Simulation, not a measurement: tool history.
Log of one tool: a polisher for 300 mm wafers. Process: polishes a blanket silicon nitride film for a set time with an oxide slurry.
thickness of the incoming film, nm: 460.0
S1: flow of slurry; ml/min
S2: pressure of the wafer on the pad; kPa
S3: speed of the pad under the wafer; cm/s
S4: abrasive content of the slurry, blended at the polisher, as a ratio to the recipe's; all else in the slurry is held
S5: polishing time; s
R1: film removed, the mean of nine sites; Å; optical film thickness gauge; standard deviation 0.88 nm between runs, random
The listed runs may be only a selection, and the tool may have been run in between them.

run  hour   S1    S2   S3  S4   S5      R1
  1     0  140  32.4  132   1  115  1237.4
  2   0.6  140    29  130   1  115  1113.9
  3   7.3  140    29  130   1  115    1089
  4  14.1  140  26.2  130   1  115  980.11
  5  22.7  140  24.8  130   1  115  959.49
  6  25.1  110  24.8  130   1  115  914.77
  7  31.8  110  23.4  130   1  115  874.69
  8  38.7  110  22.1  130   1  115  812.95

Run 9, settings as shown, results not yet in. Your forecast:
  9  39.2  110  21.4  130   1  115   ?

Run 9 yielded R1 791.04 Å.
